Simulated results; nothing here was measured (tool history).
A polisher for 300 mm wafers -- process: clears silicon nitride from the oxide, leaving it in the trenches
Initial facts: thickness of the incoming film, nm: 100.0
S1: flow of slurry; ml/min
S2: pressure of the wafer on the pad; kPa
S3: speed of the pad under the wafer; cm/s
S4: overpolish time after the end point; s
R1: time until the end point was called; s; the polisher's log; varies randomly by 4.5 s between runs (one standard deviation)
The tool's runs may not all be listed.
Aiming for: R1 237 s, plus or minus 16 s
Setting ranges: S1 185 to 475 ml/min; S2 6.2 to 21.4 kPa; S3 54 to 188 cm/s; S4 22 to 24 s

| run | hour | S1 | S2 | S3 | S4 | R1 |
|---|---|---|---|---|---|---|
| 1 | 0 | 305 | 13.8 | 120 | 22 | 151.04 |
| 2 | 3.3 | 305 | 12.4 | 118 | 22 | 158 |
| 3 | 6.6 | 305 | 11 | 110 | 22 | 180.37 |
| 4 | 7.7 | 305 | 12.4 | 110 | 22 | 163.66 |
| 5 | 8.7 | 305 | 11 | 104 | 22 | 191.44 |
| 6 | 11.9 | 305 | 10.3 | 102 | 22 | 200.52 |
| 7 | 12.9 | 305 | 9.7 | 100 | 22 | 214.27 |
| 8 | 20.4 | 305 | 9 | 100 | 22 | 217.8 |

Next run, 4 choices. One meets every target within its allowed miss, the rest don't. Which?
| A | 27.9 | 315 | 10.3 | 100 | 22 | ? |
| B | 27.9 | 295 | 7.6 | 100 | 24 | ? |
| C | 27.9 | 315 | 9.7 | 112 | 22 | ? |
| D | 27.9 | 435 | 10.3 | 100 | 22 | ? |

| move | R1 |
|---|---|
| A | 204.44 |
| B | 241.64 |
| C | 193.41 |
| D | 200.52 |
A: misses by more than the last run did
B: in spec on every target
C: misses by more than the last run did
D: misses by more than the last run did
The move that meets every target is B.
